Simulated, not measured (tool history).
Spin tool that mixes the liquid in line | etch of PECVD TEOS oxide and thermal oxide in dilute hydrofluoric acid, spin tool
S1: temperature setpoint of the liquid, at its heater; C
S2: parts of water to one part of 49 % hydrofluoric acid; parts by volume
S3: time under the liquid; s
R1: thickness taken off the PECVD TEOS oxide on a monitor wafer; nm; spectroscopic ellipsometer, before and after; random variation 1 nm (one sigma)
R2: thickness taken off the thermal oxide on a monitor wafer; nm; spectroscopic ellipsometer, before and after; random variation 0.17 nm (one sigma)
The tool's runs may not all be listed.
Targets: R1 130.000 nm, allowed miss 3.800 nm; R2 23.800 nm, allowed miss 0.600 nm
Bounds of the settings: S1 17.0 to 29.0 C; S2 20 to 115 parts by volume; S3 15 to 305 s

run  hour    S1  S2   S3       R1      R2
  1   0.0  21.0  65  155   59.104  10.828
  2   7.4  24.5  65  155   67.396  12.482
  3  16.3  24.5  65  205   91.002  16.503
  4  22.8  24.5  65  245  106.150  19.776
  5  25.5  25.5  65  245  111.940  20.704
  6  28.9  24.0  65  245  104.750  19.412
  7  33.8  25.0  65  245  111.870  20.122
  8  38.7  25.5  65  245  111.710  20.721

Which of these 5 next moves meets every target?
  A  43.6  23.5  55  270   ?   ?
  B  43.6  24.0  60  295   ?   ?
  C  43.6  26.0  65  265   ?   ?
  D  43.6  21.5  45  245   ?   ?
  E  43.6  18.5  40  225   ?   ?

move       R1      R2
   A  136.970  25.199
   B  139.110  25.593
   C  124.230  22.855
   D  141.560  26.044
   E  129.450  23.816
A: takes the result that was furthest off past its target
B: takes the result that was furthest off past its target
C: nearer than the last run, and not there yet
D: takes the result that was furthest off past its target
E: meets every target
Answer: E
